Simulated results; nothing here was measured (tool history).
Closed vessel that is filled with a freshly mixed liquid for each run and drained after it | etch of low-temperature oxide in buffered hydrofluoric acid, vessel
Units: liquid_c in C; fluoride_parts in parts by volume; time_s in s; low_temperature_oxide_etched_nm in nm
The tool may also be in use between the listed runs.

run    day  liquid_c  fluoride_parts  time_s  low_temperature_oxide_etched_nm
  1  0.000      24.0             7.5     105                           272.75
  2  0.196      24.0             6.5     105                           310.36
  3  0.433      24.0             7.5     105                           273.28
  4  0.679      25.0             7.5     105                           289.27
  5  0.729      25.0             7.5     105                           288.10
  6  1.000      25.0             8.5     105                           251.88
  7  1.050      29.0             8.5     105                           311.22
  8  1.388      29.5             8.5     105                           320.70

Run 9 comes next. What will it give?
  9  1.712      30.0             8.5     105                                ?

{"run 9": {"low_temperature_oxide_etched_nm": 329.23}}
